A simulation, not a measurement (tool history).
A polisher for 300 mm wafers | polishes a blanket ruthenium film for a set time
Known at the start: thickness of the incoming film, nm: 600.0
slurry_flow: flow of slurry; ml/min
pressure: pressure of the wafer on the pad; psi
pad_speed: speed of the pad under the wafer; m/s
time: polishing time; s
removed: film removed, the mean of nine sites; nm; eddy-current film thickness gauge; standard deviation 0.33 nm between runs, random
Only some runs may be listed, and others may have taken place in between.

run	hour	slurry_flow	pressure	pad_speed	time	removed
1	0	220	2.1	1	59	78.375
2	4.2	220	2	1	59	75.809
3	13.1	220	2	1.12	59	83.957
4	14.8	220	2	1.24	59	92.205
5	16.5	220	1.9	1.24	59	89.114
6	20.5	220	1.9	1.24	53	79.963

Predict the results of run 7:
7	22.2	220	1.8	1.24	53	?

{"run 7": {"removed": 77.888}}
